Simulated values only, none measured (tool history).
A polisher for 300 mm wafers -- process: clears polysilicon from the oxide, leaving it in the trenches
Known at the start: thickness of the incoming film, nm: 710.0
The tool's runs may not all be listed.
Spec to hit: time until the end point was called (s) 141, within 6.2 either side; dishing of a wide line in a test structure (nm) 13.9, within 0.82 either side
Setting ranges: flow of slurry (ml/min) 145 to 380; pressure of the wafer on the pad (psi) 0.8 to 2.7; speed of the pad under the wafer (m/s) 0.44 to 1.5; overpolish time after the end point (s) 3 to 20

run	hour	flow of slurry (ml/min)	pressure of the wafer on the pad (psi)	speed of the pad under the wafer (m/s)	overpolish time after the end point (s)	time until the end point was called (s)	dishing of a wide line in a test structure (nm)
1	0	245	1.7	0.96	10	107.06	34.143
2	6.4	250	1.6	0.96	8	113.22	30.58
3	12.3	280	1.4	0.98	7	124.56	27.056
4	20	280	1.4	0.98	5	124.43	21.746
5	26.8	315	1.4	0.98	5	123.17	21.662
6	35.3	330	1.3	1	5	126.83	20.665
7	36.2	340	1.2	1.04	5	135.51	21.702
8	44.3	350	1.3	0.92	5	137.71	20.512

Which one of the following 5 next-run settings gets every result inside its allowed miss? There is exactly one.
A	52.4	375	1.2	0.96	7	?	?
B	52.4	330	1.3	0.98	7	?	?
C	52.4	335	1.3	0.96	10	?	?
D	52.4	245	1.2	1.02	3	?	?
E	52.4	370	1.7	0.68	10	?	?

move	time until the end point was called (s)	dishing of a wide line in a test structure (nm)
A	146.2	25.046
B	133.94	26.334
C	136.52	31.117
D	141.8	14.107
E	146.53	30.156
A: its largest miss is bigger than the last run's
B: its largest miss is bigger than the last run's
C: its largest miss is bigger than the last run's
D: every result within its allowed miss
E: its largest miss is bigger than the last run's
The move that meets every target is D.
